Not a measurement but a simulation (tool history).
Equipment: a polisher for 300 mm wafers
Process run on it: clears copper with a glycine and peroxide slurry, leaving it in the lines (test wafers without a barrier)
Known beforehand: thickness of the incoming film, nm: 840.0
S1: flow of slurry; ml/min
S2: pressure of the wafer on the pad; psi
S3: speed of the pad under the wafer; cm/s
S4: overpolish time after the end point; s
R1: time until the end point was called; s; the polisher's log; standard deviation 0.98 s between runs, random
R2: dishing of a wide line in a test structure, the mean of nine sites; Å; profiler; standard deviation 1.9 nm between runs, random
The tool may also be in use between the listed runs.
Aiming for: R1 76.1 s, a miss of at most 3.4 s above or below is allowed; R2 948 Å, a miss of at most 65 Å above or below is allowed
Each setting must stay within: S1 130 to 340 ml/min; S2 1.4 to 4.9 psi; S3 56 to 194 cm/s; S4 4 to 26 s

Run 1, hour 0: S1 220 ml/min, S2 3.1 psi, S3 124 cm/s, S4 13 s. Result: R1 101.55 s, R2 568.82 Å.
Run 2, hour 3.4: S1 220 ml/min, S2 3.4 psi, S3 124 cm/s, S4 15 s. Result: R1 96.396 s, R2 684.8 Å.
Run 3, hour 8.7: S1 220 ml/min, S2 3.7 psi, S3 124 cm/s, S4 16 s. Result: R1 87.93 s, R2 725.17 Å.
Run 4, hour 14.7: S1 220 ml/min, S2 4.3 psi, S3 124 cm/s, S4 16 s. Result: R1 77.795 s, R2 834.99 Å.
Run 5, hour 15.9: S1 220 ml/min, S2 4.3 psi, S3 94 cm/s, S4 16 s. Result: R1 99.233 s, R2 711.25 Å.
Run 6, hour 20.8: S1 220 ml/min, S2 4.5 psi, S3 98 cm/s, S4 17 s. Result: R1 90.888 s, R2 748.21 Å.
Run 7, hour 23.9: S1 220 ml/min, S2 4.6 psi, S3 102 cm/s, S4 18 s. Result: R1 85.652 s, R2 808.33 Å.
Run 8, hour 31.2: S1 220 ml/min, S2 4.7 psi, S3 104 cm/s, S4 19 s. Result: R1 83.369 s, R2 869.54 Å.
Run 9, hour 33.7: S1 220 ml/min, S2 4.8 psi, S3 106 cm/s, S4 19 s. Result: R1 78.727 s, R2 885.31 Å.

Which of these 4 next moves meets every target?
Run A, hour 36.2: S1 220 ml/min, S2 4.4 psi, S3 126 cm/s, S4 16 s. Result: R1 ?, R2 ?.
Run B, hour 36.2: S1 205 ml/min, S2 4.9 psi, S3 100 cm/s, S4 19 s. Result: R1 ?, R2 ?.
Run C, hour 36.2: S1 245 ml/min, S2 4.9 psi, S3 108 cm/s, S4 15 s. Result: R1 ?, R2 ?.
Run D, hour 36.2: S1 220 ml/min, S2 4.9 psi, S3 108 cm/s, S4 20 s. Result: R1 ?, R2 ?.

move      R1      R2
   A  74.807   851.4
   B  84.028  897.46
   C  77.312  814.48
   D  77.994  962.17
A: the biggest miss grows against the last run
B: meets the target for the result that was furthest off, but another lies outside its allowed miss
C: the biggest miss grows against the last run
D: every result within its allowed miss
D is the move that brings every result within its allowed miss.
